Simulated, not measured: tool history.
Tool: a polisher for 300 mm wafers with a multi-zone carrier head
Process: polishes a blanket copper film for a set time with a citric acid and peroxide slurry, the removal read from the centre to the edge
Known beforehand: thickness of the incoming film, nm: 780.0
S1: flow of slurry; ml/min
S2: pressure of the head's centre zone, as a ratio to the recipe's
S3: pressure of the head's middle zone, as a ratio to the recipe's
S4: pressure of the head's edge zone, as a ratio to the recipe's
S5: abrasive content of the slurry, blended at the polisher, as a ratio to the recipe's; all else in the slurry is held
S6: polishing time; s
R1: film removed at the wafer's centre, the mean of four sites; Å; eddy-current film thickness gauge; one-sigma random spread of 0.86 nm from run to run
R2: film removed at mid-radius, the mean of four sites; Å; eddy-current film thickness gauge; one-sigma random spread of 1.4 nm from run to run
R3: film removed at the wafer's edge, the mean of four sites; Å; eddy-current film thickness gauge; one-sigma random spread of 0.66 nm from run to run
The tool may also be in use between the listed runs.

| run | day | S1 | S2 | S3 | S4 | S5 | S6 | R1 | R2 | R3 |
|---|---|---|---|---|---|---|---|---|---|---|
| 1 | 0 | 270 | 1 | 1 | 1 | 1 | 32 | 1051.4 | 964.84 | 1035 |
| 2 | 0.342 | 265 | 0.98 | 1.01 | 0.97 | 0.95 | 32 | 1000.9 | 981.77 | 1007.9 |
| 3 | 0.417 | 265 | 0.98 | 1.01 | 0.97 | 0.95 | 24 | 746.84 | 745.25 | 755.45 |
| 4 | 0.608 | 265 | 0.91 | 1.01 | 0.97 | 0.95 | 24 | 706.95 | 746.54 | 755.5 |
| 5 | 0.9 | 270 | 0.92 | 1.04 | 0.98 | 1 | 24 | 728.77 | 767.43 | 761 |
| 6 | 1.117 | 315 | 0.92 | 1.04 | 0.98 | 1 | 24 | 727.98 | 757.9 | 786.63 |
| 7 | 1.479 | 300 | 0.92 | 1.06 | 0.99 | 1.05 | 24 | 744.3 | 785.15 | 793.65 |
| 8 | 1.508 | 290 | 0.92 | 1.08 | 0.99 | 1.1 | 24 | 748.81 | 800.8 | 789.01 |
| 9 | 1.733 | 280 | 0.92 | 1.09 | 1 | 1.15 | 24 | 738.48 | 823.76 | 801.47 |
| 10 | 1.971 | 275 | 0.94 | 1.1 | 1 | 1.2 | 24 | 773.81 | 846.95 | 818.39 |
| 11 | 2.246 | 270 | 0.95 | 1.11 | 1 | 1.25 | 24 | 789.97 | 865.13 | 822.08 |
| 12 | 2.575 | 270 | 0.96 | 1.12 | 1.01 | 1.3 | 24 | 794.51 | 862.84 | 828.05 |
| 13 | 2.783 | 270 | 0.96 | 1.13 | 1.01 | 1.35 | 24 | 814.81 | 867.42 | 840.49 |
| 14 | 3.158 | 265 | 0.96 | 1.14 | 1.01 | 1.35 | 24 | 787.31 | 902.9 | 835.9 |
| 15 | 3.262 | 270 | 0.97 | 1.15 | 1.01 | 1.35 | 24 | 824.35 | 882.97 | 838.55 |

Expected results for the next run?
| 16 | 3.438 | 265 | 0.97 | 1.16 | 1.01 | 1.35 | 24 | ? | ? | ? |

Run 16 produced R1 819.43 Å, R2 881.59 Å, R3 841.16 Å.

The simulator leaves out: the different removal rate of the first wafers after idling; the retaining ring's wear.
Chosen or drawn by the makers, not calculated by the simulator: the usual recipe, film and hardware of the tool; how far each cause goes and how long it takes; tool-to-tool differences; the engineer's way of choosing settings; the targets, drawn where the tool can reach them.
